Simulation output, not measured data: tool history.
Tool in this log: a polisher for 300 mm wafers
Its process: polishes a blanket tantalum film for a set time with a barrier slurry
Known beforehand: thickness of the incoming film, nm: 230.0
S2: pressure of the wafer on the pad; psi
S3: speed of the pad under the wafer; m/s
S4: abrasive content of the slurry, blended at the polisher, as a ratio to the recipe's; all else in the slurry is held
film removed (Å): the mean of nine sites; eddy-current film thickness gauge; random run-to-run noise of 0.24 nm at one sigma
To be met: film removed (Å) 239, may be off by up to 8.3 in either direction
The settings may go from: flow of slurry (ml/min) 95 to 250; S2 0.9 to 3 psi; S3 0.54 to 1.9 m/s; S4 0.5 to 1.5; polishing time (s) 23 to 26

Run 1, hour 0: flow of slurry (ml/min) 160, S2 1.9 psi, S3 1.22 m/s, S4 1, polishing time (s) 26. Result: film removed (Å) 446.94.
Run 2, hour 8.3: flow of slurry (ml/min) 160, S2 1.7 psi, S3 1.2 m/s, S4 1, polishing time (s) 26. Result: film removed (Å) 385.81.
Run 3, hour 9: flow of slurry (ml/min) 160, S2 1.7 psi, S3 1.42 m/s, S4 1, polishing time (s) 26. Result: film removed (Å) 445.89.
Run 4, hour 13.4: flow of slurry (ml/min) 160, S2 1.3 psi, S3 1.42 m/s, S4 1, polishing time (s) 26. Result: film removed (Å) 341.77.
Run 5, hour 18: flow of slurry (ml/min) 160, S2 1.2 psi, S3 1.4 m/s, S4 1, polishing time (s) 26. Result: film removed (Å) 312.46.
Run 6, hour 26: flow of slurry (ml/min) 160, S2 1.2 psi, S3 1.4 m/s, S4 1, polishing time (s) 26. Result: film removed (Å) 316.86.
Run 7, hour 34: flow of slurry (ml/min) 160, S2 1.1 psi, S3 1.38 m/s, S4 1, polishing time (s) 26. Result: film removed (Å) 286.58.
Run 8, hour 42.2: flow of slurry (ml/min) 150, S2 1 psi, S3 1.36 m/s, S4 1, polishing time (s) 26. Result: film removed (Å) 255.67.
Run 9, hour 47.7: flow of slurry (ml/min) 145, S2 1 psi, S3 1.36 m/s, S4 1, polishing time (s) 26. Result: film removed (Å) 252.37.
Run 10, hour 55.3: flow of slurry (ml/min) 140, S2 1 psi, S3 1.36 m/s, S4 1, polishing time (s) 26. Result: film removed (Å) 250.84.
Run 11, hour 58: flow of slurry (ml/min) 135, S2 1 psi, S3 1.36 m/s, S4 1, polishing time (s) 26. Result: film removed (Å) 250.98.
Run 12, hour 65.6: flow of slurry (ml/min) 130, S2 1 psi, S3 1.36 m/s, S4 1, polishing time (s) 26. Result: film removed (Å) 247.48.

Consider the 4 candidate settings below. Which is the only one whose results all fall within their allowed miss of target?
Run A, hour 73.2: flow of slurry (ml/min) 130, S2 1 psi, S3 1.36 m/s, S4 1, polishing time (s) 25. Result: film removed (Å) ?.
Run B, hour 73.2: flow of slurry (ml/min) 105, S2 1.3 psi, S3 1.18 m/s, S4 1, polishing time (s) 25. Result: film removed (Å) ?.
Run C, hour 73.2: flow of slurry (ml/min) 110, S2 1 psi, S3 1.48 m/s, S4 1, polishing time (s) 26. Result: film removed (Å) ?.
Run D, hour 73.2: flow of slurry (ml/min) 105, S2 1.5 psi, S3 1.2 m/s, S4 0.8, polishing time (s) 23. Result: film removed (Å) ?.

move  film removed (Å)
   A             238.2
   B            263.14
   C             256.7
   D             255.7
A: every result within its allowed miss
B: lands further from the targets than the last run did
C: lands further from the targets than the last run did
D: lands further from the targets than the last run did
Move A is the one to make.
